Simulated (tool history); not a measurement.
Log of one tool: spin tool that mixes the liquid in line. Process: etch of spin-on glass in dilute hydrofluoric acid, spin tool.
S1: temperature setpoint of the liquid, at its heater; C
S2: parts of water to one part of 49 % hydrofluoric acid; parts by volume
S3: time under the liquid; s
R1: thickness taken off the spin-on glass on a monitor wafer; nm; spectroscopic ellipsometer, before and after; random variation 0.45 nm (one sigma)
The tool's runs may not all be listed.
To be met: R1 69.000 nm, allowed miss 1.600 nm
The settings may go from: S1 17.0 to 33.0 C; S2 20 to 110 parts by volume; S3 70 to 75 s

run,day,S1,S2,S3,R1
1,0.000,25.0,60,70,42.832
2,0.100,26.0,60,70,44.153
3,0.271,27.0,60,70,46.757
4,0.562,28.0,60,70,48.703
5,0.633,28.5,60,70,49.125
6,0.925,28.5,40,70,77.292
7,1.075,28.0,40,70,74.306
8,1.246,27.0,40,70,71.683

Which of these 4 next moves meets every target?
A,1.417,28.0,40,70,?
B,1.417,27.5,45,75,?
C,1.417,28.5,45,75,?
D,1.417,32.0,45,70,?

move,R1
A,74.742
B,69.255
C,72.085
D,77.214
A: further off than the last run
B: meets every target
C: further off than the last run
D: further off than the last run
Move B is the one to make.
